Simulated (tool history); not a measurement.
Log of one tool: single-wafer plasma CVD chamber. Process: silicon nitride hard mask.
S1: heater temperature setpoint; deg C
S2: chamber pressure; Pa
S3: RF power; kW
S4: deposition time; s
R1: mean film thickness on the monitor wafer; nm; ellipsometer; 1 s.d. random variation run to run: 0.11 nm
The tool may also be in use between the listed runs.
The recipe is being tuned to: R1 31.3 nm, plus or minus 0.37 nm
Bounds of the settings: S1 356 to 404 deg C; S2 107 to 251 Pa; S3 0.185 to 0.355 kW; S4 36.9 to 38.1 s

Run 1, hour 0: S1 380 deg C, S2 179 Pa, S3 0.27 kW, S4 36.9 s. Result: R1 36.699 nm.
Run 2, hour 6.2: S1 380 deg C, S2 156 Pa, S3 0.27 kW, S4 36.9 s. Result: R1 35.35 nm.
Run 3, hour 12.8: S1 380 deg C, S2 156 Pa, S3 0.27 kW, S4 36.9 s. Result: R1 35.291 nm.
Run 4, hour 18.1: S1 380 deg C, S2 140 Pa, S3 0.265 kW, S4 36.9 s. Result: R1 34.199 nm.
Run 5, hour 20.3: S1 380 deg C, S2 129 Pa, S3 0.26 kW, S4 36.9 s. Result: R1 33.337 nm.
Run 6, hour 22.8: S1 380 deg C, S2 123 Pa, S3 0.255 kW, S4 36.9 s. Result: R1 32.631 nm.
Run 7, hour 25.4: S1 380 deg C, S2 117 Pa, S3 0.25 kW, S4 36.9 s. Result: R1 31.998 nm.
Run 8, hour 34.4: S1 380 deg C, S2 113 Pa, S3 0.25 kW, S4 36.9 s. Result: R1 31.665 nm.

Exactly one of the 4 candidate moves below puts every result within its allowed miss. Which one?
Run A, hour 43.4: S1 404 deg C, S2 115 Pa, S3 0.23 kW, S4 38.1 s. Result: R1 ?.
Run B, hour 43.4: S1 380 deg C, S2 129 Pa, S3 0.235 kW, S4 37.6 s. Result: R1 ?.
Run C, hour 43.4: S1 381 deg C, S2 111 Pa, S3 0.245 kW, S4 38.1 s. Result: R1 ?.
Run D, hour 43.4: S1 378 deg C, S2 109 Pa, S3 0.245 kW, S4 37.8 s. Result: R1 ?.

move      R1
   A  31.306
   B  32.354
   C   32.32
   D  32.017
A: all results in spec
B: lands further from the targets than the last run did
C: lands further from the targets than the last run did
D: lands further from the targets than the last run did
A is the move that brings every result within its allowed miss.
